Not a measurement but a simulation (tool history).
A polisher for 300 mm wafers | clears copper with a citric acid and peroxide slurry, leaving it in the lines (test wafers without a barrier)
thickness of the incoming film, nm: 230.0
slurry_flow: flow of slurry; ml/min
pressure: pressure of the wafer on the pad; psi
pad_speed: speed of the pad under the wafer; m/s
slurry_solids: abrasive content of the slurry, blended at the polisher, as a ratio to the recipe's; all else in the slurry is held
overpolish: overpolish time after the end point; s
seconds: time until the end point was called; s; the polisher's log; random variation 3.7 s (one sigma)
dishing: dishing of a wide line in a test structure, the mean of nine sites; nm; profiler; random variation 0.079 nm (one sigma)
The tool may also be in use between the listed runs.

run	hour	slurry_flow	pressure	pad_speed	slurry_solids	overpolish	seconds	dishing
1	0.0	190	2.3	1.06	1.00	14	134.41	19.6740
2	2.4	190	2.3	1.06	1.00	9	131.15	12.3830
3	8.7	190	2.1	1.04	1.00	8	140.52	10.5050
4	13.8	190	1.9	1.02	1.00	7	154.08	8.1846
5	21.1	190	1.9	1.22	1.00	7	139.30	9.6085
6	23.2	190	2.2	1.22	1.00	7	123.83	10.7550

The next listed run, before its measurement:
7	29.6	195	2.0	1.16	1.05	6	?	?

seconds: 134.50 s
dishing: 8.1529 nm
